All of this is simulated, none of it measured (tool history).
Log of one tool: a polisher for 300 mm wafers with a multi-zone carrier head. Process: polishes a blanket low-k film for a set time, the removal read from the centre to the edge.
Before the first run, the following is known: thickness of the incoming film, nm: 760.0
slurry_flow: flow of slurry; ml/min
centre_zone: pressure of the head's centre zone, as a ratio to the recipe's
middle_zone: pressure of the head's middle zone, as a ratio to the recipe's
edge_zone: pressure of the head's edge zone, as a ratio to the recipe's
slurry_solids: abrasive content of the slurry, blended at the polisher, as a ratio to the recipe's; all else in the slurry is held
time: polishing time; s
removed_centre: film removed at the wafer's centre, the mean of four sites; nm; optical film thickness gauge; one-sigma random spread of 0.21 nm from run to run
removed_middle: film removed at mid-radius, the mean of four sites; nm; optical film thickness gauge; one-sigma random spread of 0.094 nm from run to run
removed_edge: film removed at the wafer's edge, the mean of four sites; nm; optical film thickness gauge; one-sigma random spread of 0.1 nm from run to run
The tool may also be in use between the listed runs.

run,hour,slurry_flow,centre_zone,middle_zone,edge_zone,slurry_solids,time,removed_centre,removed_middle,removed_edge
1,0.0,305,1.00,1.00,1.00,1.00,68,25.333,24.835,24.840
2,2.9,305,0.94,1.00,1.00,1.00,68,24.115,24.918,24.801
3,4.7,300,0.93,0.98,0.98,0.90,66,22.282,22.737,22.810
4,11.6,295,0.92,0.96,0.96,0.85,64,20.755,21.212,21.705
5,17.5,295,0.92,1.03,0.96,0.85,64,20.446,22.379,21.675
6,19.7,295,0.92,1.01,0.95,0.80,62,19.310,21.215,20.147
7,20.8,290,0.92,0.98,0.94,0.75,61,18.691,19.834,19.483
8,22.3,290,0.92,0.98,0.94,0.75,61,19.044,19.677,19.370

For run 9, what comes out?
9,29.1,285,0.91,0.96,0.93,0.70,60,?,?,?

For run 9 the tool returned removed_centre 18.242 nm, removed_middle 18.699 nm, removed_edge 18.715 nm.
